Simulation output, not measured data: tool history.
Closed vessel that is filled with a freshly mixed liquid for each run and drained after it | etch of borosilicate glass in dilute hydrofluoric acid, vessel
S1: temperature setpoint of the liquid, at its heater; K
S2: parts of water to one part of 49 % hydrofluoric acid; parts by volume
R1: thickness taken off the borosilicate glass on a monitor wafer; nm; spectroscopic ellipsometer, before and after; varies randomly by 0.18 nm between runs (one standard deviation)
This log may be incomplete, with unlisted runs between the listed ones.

{"run": 1, "hour": 0.0, "S1": 293.15, "S2": 275, "time in the liquid (s)": 175, "R1": 11.404}
{"run": 2, "hour": 6.9, "S1": 294.65, "S2": 255, "time in the liquid (s)": 175, "R1": 13.154}
{"run": 3, "hour": 12.2, "S1": 294.65, "S2": 255, "time in the liquid (s)": 175, "R1": 13.127}
{"run": 4, "hour": 14.8, "S1": 294.65, "S2": 315, "time in the liquid (s)": 175, "R1": 10.089}
{"run": 5, "hour": 22.9, "S1": 294.65, "S2": 265, "time in the liquid (s)": 175, "R1": 12.455}
{"run": 6, "hour": 29.4, "S1": 297.15, "S2": 265, "time in the liquid (s)": 175, "R1": 13.474}
{"run": 7, "hour": 30.6, "S1": 297.65, "S2": 245, "time in the liquid (s)": 175, "R1": 15.174}
{"run": 8, "hour": 33.1, "S1": 298.15, "S2": 230, "time in the liquid (s)": 175, "R1": 16.971}

What does the tool deliver on the next run?
{"run": 9, "hour": 40.0, "S1": 298.65, "S2": 220, "time in the liquid (s)": 175, "R1": "?"}

R1: 18.326 nm
